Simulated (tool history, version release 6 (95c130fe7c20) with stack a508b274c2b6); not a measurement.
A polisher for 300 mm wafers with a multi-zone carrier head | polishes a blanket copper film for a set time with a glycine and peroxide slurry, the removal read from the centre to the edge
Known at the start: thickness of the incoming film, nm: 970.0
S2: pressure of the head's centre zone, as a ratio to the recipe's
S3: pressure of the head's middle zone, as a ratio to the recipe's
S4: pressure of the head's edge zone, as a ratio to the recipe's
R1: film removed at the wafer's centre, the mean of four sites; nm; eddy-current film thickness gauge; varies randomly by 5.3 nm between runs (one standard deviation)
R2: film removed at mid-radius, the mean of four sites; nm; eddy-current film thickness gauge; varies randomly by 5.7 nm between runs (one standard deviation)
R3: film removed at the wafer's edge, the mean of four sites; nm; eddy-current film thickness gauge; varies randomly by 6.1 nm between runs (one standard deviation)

{"run": 1, "hour": 0.0, "flow of slurry (ml/min)": 230, "S2": 1.0, "S3": 1.0, "S4": 1.0, "polishing time (s)": 68, "R1": 321.79, "R2": 327.59, "R3": 341.54}
{"run": 2, "hour": 3.0, "flow of slurry (ml/min)": 235, "S2": 1.0, "S3": 1.04, "S4": 1.03, "polishing time (s)": 73, "R1": 349.28, "R2": 352.22, "R3": 368.06}
{"run": 3, "hour": 7.7, "flow of slurry (ml/min)": 235, "S2": 0.97, "S3": 1.07, "S4": 1.02, "polishing time (s)": 78, "R1": 357.93, "R2": 399.55, "R3": 385.17}
{"run": 4, "hour": 11.6, "flow of slurry (ml/min)": 235, "S2": 0.97, "S3": 1.07, "S4": 1.08, "polishing time (s)": 78, "R1": 359.23, "R2": 390.9, "R3": 410.55}
{"run": 5, "hour": 19.0, "flow of slurry (ml/min)": 240, "S2": 0.97, "S3": 1.1, "S4": 1.09, "polishing time (s)": 80, "R1": 367.05, "R2": 403.81, "R3": 434.1}
{"run": 6, "hour": 21.5, "flow of slurry (ml/min)": 240, "S2": 0.89, "S3": 1.1, "S4": 1.09, "polishing time (s)": 80, "R1": 341.65, "R2": 413.04, "R3": 414.26}
{"run": 7, "hour": 29.1, "flow of slurry (ml/min)": 240, "S2": 0.89, "S3": 1.1, "S4": 1.09, "polishing time (s)": 80, "R1": 344.25, "R2": 402.26, "R3": 420.49}

Run 8 is up next; what results do you expect?
{"run": 8, "hour": 35.0, "flow of slurry (ml/min)": 245, "S2": 0.92, "S3": 1.12, "S4": 1.08, "polishing time (s)": 81, "R1": "?", "R2": "?", "R3": "?"}

Run 8 gave R1 352.37 nm, R2 425.94 nm, R3 430.20 nm.
